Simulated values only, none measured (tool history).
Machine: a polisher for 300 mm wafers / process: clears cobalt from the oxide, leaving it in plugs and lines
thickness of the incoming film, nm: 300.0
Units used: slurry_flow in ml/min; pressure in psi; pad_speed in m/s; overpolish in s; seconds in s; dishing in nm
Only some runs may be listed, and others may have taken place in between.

| run | hour | slurry_flow | pressure | pad_speed | overpolish | seconds | dishing |
|---|---|---|---|---|---|---|---|
| 1 | 0 | 250 | 1.8 | 0.82 | 10 | 61.949 | 35.101 |
| 2 | 7.7 | 250 | 1.8 | 0.82 | 12 | 60.596 | 42.155 |
| 3 | 15.2 | 250 | 1.7 | 0.82 | 12 | 66.18 | 40.817 |
| 4 | 22.9 | 250 | 1.6 | 0.82 | 12 | 70.197 | 37.734 |
| 5 | 24.3 | 250 | 1.5 | 0.82 | 12 | 73.545 | 37.235 |
| 6 | 26.2 | 250 | 1.4 | 0.82 | 12 | 79.555 | 34.506 |

Estimate the outcome of run 7 from the log above:
| 7 | 27.9 | 250 | 1.3 | 0.82 | 12 | ? | ? |

Run 7 gave seconds 85.146 s, dishing 33.109 nm.
